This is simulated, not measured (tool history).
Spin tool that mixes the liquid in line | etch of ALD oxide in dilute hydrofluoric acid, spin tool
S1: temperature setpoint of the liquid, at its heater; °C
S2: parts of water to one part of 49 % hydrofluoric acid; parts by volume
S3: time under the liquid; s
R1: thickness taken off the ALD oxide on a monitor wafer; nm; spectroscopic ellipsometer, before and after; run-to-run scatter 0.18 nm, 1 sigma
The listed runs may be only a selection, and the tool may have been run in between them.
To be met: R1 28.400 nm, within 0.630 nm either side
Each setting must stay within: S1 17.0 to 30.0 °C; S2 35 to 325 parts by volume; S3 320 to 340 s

{"run": 1, "hour": 0.0, "S1": 22.0, "S2": 180, "S3": 320, "R1": 31.504}
{"run": 2, "hour": 6.4, "S1": 22.0, "S2": 180, "S3": 320, "R1": 31.803}
{"run": 3, "hour": 14.7, "S1": 21.5, "S2": 180, "S3": 320, "R1": 31.299}
{"run": 4, "hour": 17.7, "S1": 21.5, "S2": 215, "S3": 320, "R1": 25.04}
{"run": 5, "hour": 23.9, "S1": 21.5, "S2": 215, "S3": 340, "R1": 27.051}
{"run": 6, "hour": 32.2, "S1": 21.5, "S2": 240, "S3": 340, "R1": 23.425}
{"run": 7, "hour": 35.3, "S1": 22.5, "S2": 240, "S3": 340, "R1": 24.466}
{"run": 8, "hour": 39.6, "S1": 23.5, "S2": 240, "S3": 340, "R1": 24.919}

Below are 4 possible settings for the next run. Only one of them brings all results inside the allowed miss of their targets. Which is it?
{"run": "A", "hour": 43.9, "S1": 18.0, "S2": 190, "S3": 340, "R1": "?"}
{"run": "B", "hour": 43.9, "S1": 23.0, "S2": 215, "S3": 340, "R1": "?"}
{"run": "C", "hour": 43.9, "S1": 28.5, "S2": 250, "S3": 320, "R1": "?"}
{"run": "D", "hour": 43.9, "S1": 24.5, "S2": 225, "S3": 325, "R1": "?"}

move=A R1=27.254
move=B R1=28.462
move=C R1=26.963
move=D R1=27.178
A: gains on the last run, yet a result remains outside its allowed miss
B: all results in spec
C: gains on the last run, yet a result remains outside its allowed miss
D: gains on the last run, yet a result remains outside its allowed miss
Correct choice: B, which meets every target

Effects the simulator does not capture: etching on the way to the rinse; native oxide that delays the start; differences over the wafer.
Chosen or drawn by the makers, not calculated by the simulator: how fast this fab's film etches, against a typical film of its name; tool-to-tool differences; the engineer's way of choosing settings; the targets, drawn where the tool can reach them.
